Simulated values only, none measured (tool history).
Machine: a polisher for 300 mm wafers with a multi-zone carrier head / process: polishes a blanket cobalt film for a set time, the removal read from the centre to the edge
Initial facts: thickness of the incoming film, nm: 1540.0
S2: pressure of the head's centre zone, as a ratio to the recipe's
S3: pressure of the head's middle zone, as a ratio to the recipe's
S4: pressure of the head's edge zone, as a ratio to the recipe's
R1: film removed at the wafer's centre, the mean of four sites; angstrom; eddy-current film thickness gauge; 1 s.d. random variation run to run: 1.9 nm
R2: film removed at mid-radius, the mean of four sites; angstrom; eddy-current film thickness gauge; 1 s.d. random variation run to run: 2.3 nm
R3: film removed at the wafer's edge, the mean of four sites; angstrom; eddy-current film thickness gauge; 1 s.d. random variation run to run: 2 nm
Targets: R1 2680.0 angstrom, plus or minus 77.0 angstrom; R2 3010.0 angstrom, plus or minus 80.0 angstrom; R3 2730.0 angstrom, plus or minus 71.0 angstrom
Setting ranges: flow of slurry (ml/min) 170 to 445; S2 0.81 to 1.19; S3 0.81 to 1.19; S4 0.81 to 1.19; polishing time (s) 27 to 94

{"run": 1, "day": 0.0, "flow of slurry (ml/min)": 285, "S2": 1.0, "S3": 1.0, "S4": 1.0, "polishing time (s)": 60, "R1": 3676.7, "R2": 4074.1, "R3": 3879.2}
{"run": 2, "day": 0.371, "flow of slurry (ml/min)": 285, "S2": 1.0, "S3": 1.05, "S4": 1.0, "polishing time (s)": 60, "R1": 3684.4, "R2": 4184.0, "R3": 3857.3}
{"run": 3, "day": 0.542, "flow of slurry (ml/min)": 285, "S2": 1.0, "S3": 1.05, "S4": 1.0, "polishing time (s)": 49, "R1": 2975.7, "R2": 3407.9, "R3": 3224.0}
{"run": 4, "day": 0.912, "flow of slurry (ml/min)": 355, "S2": 1.0, "S3": 1.05, "S4": 1.0, "polishing time (s)": 49, "R1": 3077.3, "R2": 3474.0, "R3": 3285.7}
{"run": 5, "day": 1.108, "flow of slurry (ml/min)": 350, "S2": 1.0, "S3": 1.04, "S4": 0.98, "polishing time (s)": 48, "R1": 3036.0, "R2": 3418.0, "R3": 3163.4}
{"run": 6, "day": 1.471, "flow of slurry (ml/min)": 345, "S2": 0.99, "S3": 1.03, "S4": 0.97, "polishing time (s)": 48, "R1": 2982.5, "R2": 3350.9, "R3": 3159.3}
{"run": 7, "day": 1.688, "flow of slurry (ml/min)": 340, "S2": 0.99, "S3": 1.02, "S4": 0.95, "polishing time (s)": 48, "R1": 2956.6, "R2": 3313.8, "R3": 3112.2}
{"run": 8, "day": 1.8, "flow of slurry (ml/min)": 335, "S2": 0.99, "S3": 1.02, "S4": 0.93, "polishing time (s)": 48, "R1": 3005.2, "R2": 3315.4, "R3": 3068.4}
{"run": 9, "day": 2.079, "flow of slurry (ml/min)": 330, "S2": 0.98, "S3": 1.01, "S4": 0.92, "polishing time (s)": 48, "R1": 2904.1, "R2": 3268.5, "R3": 3029.6}
{"run": 10, "day": 2.117, "flow of slurry (ml/min)": 330, "S2": 0.98, "S3": 1.01, "S4": 0.92, "polishing time (s)": 48, "R1": 2937.4, "R2": 3285.6, "R3": 3062.0}
{"run": 11, "day": 2.417, "flow of slurry (ml/min)": 325, "S2": 0.98, "S3": 1.01, "S4": 0.91, "polishing time (s)": 48, "R1": 2928.8, "R2": 3307.3, "R3": 3069.1}
{"run": 12, "day": 2.729, "flow of slurry (ml/min)": 325, "S2": 0.98, "S3": 1.01, "S4": 0.9, "polishing time (s)": 47, "R1": 2894.7, "R2": 3203.7, "R3": 2943.6}
{"day": 2.883, "done": "centre zone pressure recalibrated"}
{"run": 13, "day": 2.883, "flow of slurry (ml/min)": 320, "S2": 0.97, "S3": 1.01, "S4": 0.89, "polishing time (s)": 47, "R1": 3064.5, "R2": 3231.1, "R3": 2925.1}
{"run": 14, "day": 3.138, "flow of slurry (ml/min)": 330, "S2": 0.97, "S3": 1.01, "S4": 0.89, "polishing time (s)": 46, "R1": 3023.8, "R2": 3150.8, "R3": 2881.3}
{"run": 15, "day": 3.362, "flow of slurry (ml/min)": 330, "S2": 0.98, "S3": 1.02, "S4": 0.9, "polishing time (s)": 45, "R1": 2983.2, "R2": 3103.8, "R3": 2823.5}
{"run": 16, "day": 3.496, "flow of slurry (ml/min)": 250, "S2": 0.9, "S3": 1.02, "S4": 0.87, "polishing time (s)": 44, "R1": 2597.6, "R2": 2962.8, "R3": 2684.6}

Next run, 5 choices. One meets every target within its allowed miss, the rest don't. Which?
{"run": "A", "day": 3.629, "flow of slurry (ml/min)": 315, "S2": 0.86, "S3": 1.05, "S4": 0.85, "polishing time (s)": 43, "R1": "?", "R2": "?", "R3": "?"}
{"run": "B", "day": 3.629, "flow of slurry (ml/min)": 200, "S2": 1.02, "S3": 1.02, "S4": 0.82, "polishing time (s)": 44, "R1": "?", "R2": "?", "R3": "?"}
{"run": "C", "day": 3.629, "flow of slurry (ml/min)": 215, "S2": 0.92, "S3": 0.95, "S4": 0.96, "polishing time (s)": 46, "R1": "?", "R2": "?", "R3": "?"}
{"run": "D", "day": 3.629, "flow of slurry (ml/min)": 265, "S2": 0.87, "S3": 1.1, "S4": 0.83, "polishing time (s)": 44, "R1": "?", "R2": "?", "R3": "?"}
{"run": "E", "day": 3.629, "flow of slurry (ml/min)": 325, "S2": 0.92, "S3": 1.03, "S4": 0.91, "polishing time (s)": 43, "R1": "?", "R2": "?", "R3": "?"}

move=A R1=2496.0 R2=3007.1 R3=2596.5
move=B R1=2835.7 R2=2823.1 R3=2498.9
move=C R1=2706.5 R2=2814.6 R3=2834.9
move=D R1=2530.5 R2=3140.4 R3=2588.7
move=E R1=2680.4 R2=2966.4 R3=2685.2
A: moves away from the targets compared with the last run
B: pushes the last run's worst result past its target
C: meets the target for the result that was furthest off, but another lies outside its allowed miss
D: moves away from the targets compared with the last run
E: every result within its allowed miss
Go with E: it meets all targets.
